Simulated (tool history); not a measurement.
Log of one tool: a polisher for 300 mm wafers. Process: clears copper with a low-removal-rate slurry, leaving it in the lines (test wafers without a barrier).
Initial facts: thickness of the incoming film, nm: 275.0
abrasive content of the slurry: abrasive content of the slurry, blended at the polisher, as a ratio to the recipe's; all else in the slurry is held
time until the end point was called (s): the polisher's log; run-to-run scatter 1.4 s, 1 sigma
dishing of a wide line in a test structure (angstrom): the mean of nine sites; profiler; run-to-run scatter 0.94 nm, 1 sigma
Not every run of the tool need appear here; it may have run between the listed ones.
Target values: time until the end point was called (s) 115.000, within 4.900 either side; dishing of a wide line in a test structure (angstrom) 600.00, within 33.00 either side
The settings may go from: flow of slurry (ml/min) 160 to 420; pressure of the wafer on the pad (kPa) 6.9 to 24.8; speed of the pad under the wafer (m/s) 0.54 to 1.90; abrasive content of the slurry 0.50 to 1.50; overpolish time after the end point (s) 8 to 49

run	hour	flow of slurry (ml/min)	pressure of the wafer on the pad (kPa)	speed of the pad under the wafer (m/s)	abrasive content of the slurry	overpolish time after the end point (s)	time until the end point was called (s)	dishing of a wide line in a test structure (angstrom)
1	0.0	270	15.9	1.22	1.00	25	94.468	484.96
2	5.5	270	15.9	1.22	1.00	31	92.630	561.71
3	11.5	270	15.2	1.22	1.00	34	98.111	593.59
4	14.5	270	14.5	1.22	1.00	35	99.961	581.62
5	17.7	270	14.5	1.46	1.00	35	84.114	663.75
6	25.5	270	14.5	1.30	1.00	35	96.387	600.13
7	29.6	270	13.8	1.30	1.00	37	99.873	622.83
8	37.5	270	11.0	1.28	1.00	40	122.150	535.32
9	41.3	270	11.0	1.28	1.00	40	120.400	548.24

Below are 5 possible settings for the next run. Only one of them brings all results inside the allowed miss of their targets. Which is it?
A	45.1	275	8.3	1.76	0.90	35	?	?
B	45.1	230	12.4	1.14	1.10	36	?	?
C	45.1	260	13.1	1.24	0.75	36	?	?
D	45.1	300	11.0	1.32	1.05	31	?	?
E	45.1	245	12.4	1.24	0.95	42	?	?

move	time until the end point was called (s)	dishing of a wide line in a test structure (angstrom)
A	117.020	515.85
B	126.300	514.65
C	115.740	551.35
D	118.610	477.92
E	118.120	604.04
A: the biggest miss grows against the last run
B: the biggest miss grows against the last run
C: an improvement on the last run, though not all results are within tolerance
D: the biggest miss grows against the last run
E: each result inside its tolerance
The move that meets every target is E.

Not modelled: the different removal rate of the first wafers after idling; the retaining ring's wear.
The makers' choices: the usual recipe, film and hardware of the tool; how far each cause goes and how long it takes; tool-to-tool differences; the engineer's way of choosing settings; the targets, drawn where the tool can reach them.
